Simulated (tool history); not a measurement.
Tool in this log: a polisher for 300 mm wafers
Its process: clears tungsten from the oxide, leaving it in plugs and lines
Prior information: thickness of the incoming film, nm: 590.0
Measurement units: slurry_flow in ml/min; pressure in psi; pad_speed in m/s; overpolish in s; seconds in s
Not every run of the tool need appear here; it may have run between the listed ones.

run,hour,slurry_flow,pressure,pad_speed,slurry_solids,overpolish,seconds
1,0,265,4.9,1.36,1,5,75.895
2,8.5,265,4.9,1.36,1,5,78.19
3,14,265,4.6,1.36,1,5,84.359
4,21.1,265,4.6,1.36,1.1,5,83.69
5,23.7,310,4.6,1.36,1.1,5,79.977
6,24.7,310,4.4,1.36,1.1,5,83.991
7,32.5,310,4.2,1.36,1.1,5,86.106
# hour 35.1: slurry blender recalibrated
8,35.1,305,4,1.36,1.1,5,86.456

Run 9 has not been measured yet. What should we expect?
9,42.6,305,3.7,1.34,1.1,5,?

seconds: 91.592 s
